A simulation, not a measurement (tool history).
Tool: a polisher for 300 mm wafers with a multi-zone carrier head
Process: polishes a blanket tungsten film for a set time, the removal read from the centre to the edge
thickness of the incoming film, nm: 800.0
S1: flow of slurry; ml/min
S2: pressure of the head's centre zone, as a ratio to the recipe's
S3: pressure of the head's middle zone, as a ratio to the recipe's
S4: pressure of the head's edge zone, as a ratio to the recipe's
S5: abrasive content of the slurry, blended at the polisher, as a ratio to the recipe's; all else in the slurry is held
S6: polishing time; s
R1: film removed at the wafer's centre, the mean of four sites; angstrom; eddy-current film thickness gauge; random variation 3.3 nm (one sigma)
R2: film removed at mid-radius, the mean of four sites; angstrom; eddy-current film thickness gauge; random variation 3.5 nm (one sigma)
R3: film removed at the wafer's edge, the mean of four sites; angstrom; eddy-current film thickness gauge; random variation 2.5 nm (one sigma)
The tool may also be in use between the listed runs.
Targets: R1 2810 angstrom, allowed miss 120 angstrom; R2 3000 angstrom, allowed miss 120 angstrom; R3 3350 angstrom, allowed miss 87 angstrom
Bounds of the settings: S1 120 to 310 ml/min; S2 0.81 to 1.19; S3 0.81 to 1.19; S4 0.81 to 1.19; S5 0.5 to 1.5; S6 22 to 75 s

run 1 hour=0 | S1=200 S2=1 S3=1 S4=1 S5=1 S6=48 | R1=2070.3 R2=2089.7 R3=2200.3
run 2 hour=6 | S1=205 S2=0.99 S3=1.01 S4=1.04 S5=1.1 S6=50 | R1=2207.7 R2=2304.5 R3=2424
run 3 hour=12.7 | S1=205 S2=0.99 S3=1.01 S4=1.04 S5=1.1 S6=55 | R1=2377.5 R2=2484.3 R3=2656.8
run 4 hour=15 | S1=205 S2=0.99 S3=1.01 S4=1.04 S5=1 S6=55 | R1=2378.1 R2=2366.7 R3=2583.8
run 5 hour=22.1 | S1=205 S2=0.99 S3=1.01 S4=1.04 S5=1.2 S6=55 | R1=2456.1 R2=2546.1 R3=2656.4
run 6 hour=24.7 | S1=205 S2=0.99 S3=0.93 S4=1.04 S5=1.2 S6=55 | R1=2496.8 R2=2395.2 R3=2675.4
run 7 hour=30.3 | S1=210 S2=0.98 S3=0.94 S4=1.07 S5=1.25 S6=56 | R1=2526.7 R2=2474.4 R3=2800.5
-- hour=33.2 slurry nozzle cleaned
run 8 hour=33.2 | S1=215 S2=0.98 S3=0.96 S4=1.1 S5=1.3 S6=57 | R1=2943.8 R2=2882.1 R3=3200.9
run 9 hour=35.2 | S1=220 S2=0.88 S3=0.96 S4=1.14 S5=1.3 S6=57 | R1=2693.1 R2=2878.3 R3=3249.7
run 10 hour=37.9 | S1=225 S2=0.88 S3=0.96 S4=1.14 S5=1.3 S6=57 | R1=2699.6 R2=2839.8 R3=3224.8
run 11 hour=41.6 | S1=230 S2=0.88 S3=0.97 S4=1.14 S5=1.3 S6=57 | R1=2662.3 R2=2930.1 R3=3204.6
run 12 hour=45.6 | S1=230 S2=0.89 S3=0.97 S4=1.15 S5=1.3 S6=57 | R1=2770.5 R2=2923.9 R3=3245

5 next moves are on the table. One of them brings every result within its allowed miss. Which?
run A hour=49.6 | S1=280 S2=0.92 S3=0.96 S4=1.17 S5=1.05 S6=57 | R1=? R2=? R3=?
run B hour=49.6 | S1=310 S2=0.88 S3=1.06 S4=1.16 S5=1.5 S6=55 | R1=? R2=? R3=?
run C hour=49.6 | S1=190 S2=0.88 S3=1.06 S4=1.09 S5=1.4 S6=60 | R1=? R2=? R3=?
run D hour=49.6 | S1=120 S2=0.88 S3=0.94 S4=1.01 S5=1.4 S6=67 | R1=? R2=? R3=?
run E hour=49.6 | S1=170 S2=0.84 S3=0.98 S4=0.98 S5=1.5 S6=59 | R1=? R2=? R3=?

move=A R1=2681.1 R2=2839.2 R3=3210
move=B R1=2734.4 R2=3269.3 R3=3370.6
move=C R1=2740.8 R2=3300.5 R3=3347
move=D R1=2738.3 R2=3021.8 R3=3363.4
move=E R1=2572.3 R2=3029.2 R3=3134.2
A: further off than the last run
B: brings the result that was furthest off to its target, and leaves another outside
C: brings the result that was furthest off to its target, and leaves another outside
D: meets every target
E: further off than the last run
Move D is the one to make.

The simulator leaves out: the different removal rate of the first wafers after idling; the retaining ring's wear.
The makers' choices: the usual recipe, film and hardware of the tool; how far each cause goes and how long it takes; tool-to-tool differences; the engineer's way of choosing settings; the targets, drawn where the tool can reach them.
